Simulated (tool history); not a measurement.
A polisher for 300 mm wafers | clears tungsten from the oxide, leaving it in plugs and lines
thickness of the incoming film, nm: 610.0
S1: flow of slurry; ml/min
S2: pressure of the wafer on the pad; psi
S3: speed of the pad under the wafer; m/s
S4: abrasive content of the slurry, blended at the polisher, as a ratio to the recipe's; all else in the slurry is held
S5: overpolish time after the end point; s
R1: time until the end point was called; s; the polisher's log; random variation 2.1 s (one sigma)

{"run": 1, "hour": 0.0, "S1": 220, "S2": 3.2, "S3": 1.06, "S4": 1, "S5": 32, "R1": 151.96}
{"run": 2, "hour": 1.3, "S1": 220, "S2": 3.2, "S3": 1.18, "S4": 1, "S5": 32, "R1": 141.69}
{"run": 3, "hour": 6.5, "S1": 220, "S2": 3.2, "S3": 1.18, "S4": 1.2, "S5": 32, "R1": 133.29}
{"run": 4, "hour": 15.3, "S1": 220, "S2": 2.7, "S3": 1.18, "S4": 1.2, "S5": 32, "R1": 151.03}
{"hour": 16.1, "done": "slurry blender recalibrated"}
{"run": 5, "hour": 16.1, "S1": 220, "S2": 2.7, "S3": 1.42, "S4": 1.2, "S5": 32, "R1": 120.68}
{"run": 6, "hour": 20.6, "S1": 215, "S2": 2.3, "S3": 1.34, "S4": 1.2, "S5": 32, "R1": 143.73}
{"run": 7, "hour": 21.5, "S1": 215, "S2": 2, "S3": 1.28, "S4": 1.2, "S5": 32, "R1": 157.17}
{"run": 8, "hour": 27.8, "S1": 215, "S2": 1.8, "S3": 1.2, "S4": 1.2, "S5": 32, "R1": 175.43}
{"run": 9, "hour": 32.2, "S1": 215, "S2": 1.7, "S3": 1.14, "S4": 1.2, "S5": 32, "R1": 189.56}
{"run": 10, "hour": 37.6, "S1": 215, "S2": 1.6, "S3": 1.1, "S4": 1.2, "S5": 32, "R1": 199.38}
{"run": 11, "hour": 45.0, "S1": 215, "S2": 1.5, "S3": 1.08, "S4": 1.2, "S5": 32, "R1": 209.02}
{"run": 12, "hour": 49.6, "S1": 215, "S2": 1.5, "S3": 1.06, "S4": 1.2, "S5": 32, "R1": 207.19}

Run 13 comes next. What will it give?
{"run": 13, "hour": 53.2, "S1": 215, "S2": 1.5, "S3": 1.04, "S4": 1.2, "S5": 32, "R1": "?"}

{"run 13": {"R1": 214.38}}
